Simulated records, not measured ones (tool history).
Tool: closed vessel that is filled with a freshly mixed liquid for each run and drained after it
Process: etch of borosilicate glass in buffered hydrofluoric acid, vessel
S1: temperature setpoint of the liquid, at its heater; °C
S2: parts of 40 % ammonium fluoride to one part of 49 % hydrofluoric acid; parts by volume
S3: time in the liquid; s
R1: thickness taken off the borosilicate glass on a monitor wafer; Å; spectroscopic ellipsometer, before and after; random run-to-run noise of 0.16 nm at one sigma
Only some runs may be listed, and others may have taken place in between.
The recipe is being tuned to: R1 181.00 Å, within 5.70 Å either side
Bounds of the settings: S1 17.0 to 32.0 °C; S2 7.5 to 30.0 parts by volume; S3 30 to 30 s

| run | hour | S1 | S2 | S3 | R1 |
|---|---|---|---|---|---|
| 1 | 0.0 | 24.0 | 21.0 | 30 | 204.87 |
| 2 | 0.9 | 26.0 | 21.0 | 30 | 229.22 |
| 3 | 5.2 | 29.5 | 21.0 | 30 | 276.35 |
| 4 | 7.4 | 29.5 | 15.5 | 30 | 373.60 |
| 5 | 11.4 | 29.5 | 10.5 | 30 | 536.40 |
| 6 | 15.6 | 27.0 | 12.0 | 30 | 421.12 |
| 7 | 18.2 | 25.0 | 13.0 | 30 | 346.24 |
| 8 | 22.9 | 23.5 | 13.5 | 30 | 305.05 |
| 9 | 28.2 | 22.5 | 14.0 | 30 | 282.05 |
| 10 | 37.1 | 21.5 | 14.5 | 30 | 258.71 |
| 11 | 45.4 | 20.5 | 15.0 | 30 | 235.95 |
| 12 | 53.3 | 20.0 | 15.0 | 30 | 225.61 |
| 13 | 57.9 | 19.5 | 15.0 | 30 | 223.06 |
| 14 | 62.3 | 19.0 | 15.0 | 30 | 215.33 |
| 15 | 71.2 | 18.5 | 15.0 | 30 | 213.25 |
| 16 | 76.7 | 18.0 | 15.5 | 30 | 199.36 |
| 17 | 84.8 | 17.5 | 16.0 | 30 | 187.88 |

Consider the 5 candidate settings below. Which is the only one whose results all fall within their allowed miss of target?
| A | 92.9 | 18.0 | 16.0 | 30 | ? |
| B | 92.9 | 17.5 | 15.5 | 30 | ? |
| C | 92.9 | 17.0 | 14.5 | 30 | ? |
| D | 92.9 | 17.0 | 15.0 | 30 | ? |
| E | 92.9 | 17.5 | 16.5 | 30 | ? |

| move | R1 |
|---|---|
| A | 191.80 |
| B | 192.51 |
| C | 200.03 |
| D | 193.41 |
| E | 180.91 |
A: misses by more than the last run did
B: misses by more than the last run did
C: misses by more than the last run did
D: misses by more than the last run did
E: all results land within tolerance of their targets
The right move is E.
